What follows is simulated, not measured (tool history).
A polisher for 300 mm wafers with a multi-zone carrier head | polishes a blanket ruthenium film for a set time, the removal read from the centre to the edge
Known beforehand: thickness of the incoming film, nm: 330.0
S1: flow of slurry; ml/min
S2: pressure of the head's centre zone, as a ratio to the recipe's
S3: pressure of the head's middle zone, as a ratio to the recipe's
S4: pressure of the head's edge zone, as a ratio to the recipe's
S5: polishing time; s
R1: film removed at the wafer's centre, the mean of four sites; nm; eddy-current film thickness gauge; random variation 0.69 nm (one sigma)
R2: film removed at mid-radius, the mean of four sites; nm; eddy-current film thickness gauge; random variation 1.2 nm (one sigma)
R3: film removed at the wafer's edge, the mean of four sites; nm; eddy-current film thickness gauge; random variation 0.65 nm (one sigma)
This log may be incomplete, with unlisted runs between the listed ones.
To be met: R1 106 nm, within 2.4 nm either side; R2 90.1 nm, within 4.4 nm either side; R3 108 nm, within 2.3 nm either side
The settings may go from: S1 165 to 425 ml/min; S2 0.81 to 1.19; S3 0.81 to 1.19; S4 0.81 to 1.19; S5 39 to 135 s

run 1 hour=0 | S1=275 S2=1 S3=1 S4=1 S5=87 | R1=81.191 R2=77.434 R3=80.402
run 2 hour=2.4 | S1=285 S2=1.02 S3=0.98 S4=1.05 S5=92 | R1=87.309 R2=83.561 R3=87.11
run 3 hour=10.2 | S1=225 S2=1.02 S3=0.98 S4=1.05 S5=92 | R1=84.175 R2=82.72 R3=84.623
run 4 hour=10.8 | S1=275 S2=1.03 S3=0.94 S4=1.09 S5=95 | R1=91.023 R2=83.806 R3=91.217
run 5 hour=15.1 | S1=275 S2=1.07 S3=0.94 S4=1.09 S5=95 | R1=94.529 R2=83.695 R3=90.703
run 6 hour=22.3 | S1=305 S2=1.06 S3=0.92 S4=1.12 S5=97 | R1=95.825 R2=84.845 R3=96.012
run 7 hour=22.8 | S1=375 S2=1.1 S3=0.91 S4=1.19 S5=102 | R1=108.7 R2=89.081 R3=104.47
run 8 hour=31.3 | S1=370 S2=1.09 S3=0.9 S4=1.19 S5=103 | R1=107.09 R2=91.147 R3=105.52

Below are 4 possible settings for the next run. Only one of them brings all results inside the allowed miss of their targets. Which is it?
run A hour=39.8 | S1=425 S2=1.02 S3=0.86 S4=1.14 S5=108 | R1=? R2=? R3=?
run B hour=39.8 | S1=350 S2=1.11 S3=0.9 S4=1.11 S5=102 | R1=? R2=? R3=?
run C hour=39.8 | S1=320 S2=1.11 S3=0.96 S4=1.18 S5=102 | R1=? R2=? R3=?
run D hour=39.8 | S1=355 S2=1.13 S3=0.86 S4=1.19 S5=102 | R1=? R2=? R3=?

move=A R1=105.87 R2=91.006 R3=109.81
move=B R1=107.19 R2=87.924 R3=101.26
move=C R1=106.34 R2=92.083 R3=103.46
move=D R1=109.24 R2=84.761 R3=104.71
A: every result within its allowed miss
B: further off than the last run
C: further off than the last run
D: further off than the last run
Move A is the one to make.

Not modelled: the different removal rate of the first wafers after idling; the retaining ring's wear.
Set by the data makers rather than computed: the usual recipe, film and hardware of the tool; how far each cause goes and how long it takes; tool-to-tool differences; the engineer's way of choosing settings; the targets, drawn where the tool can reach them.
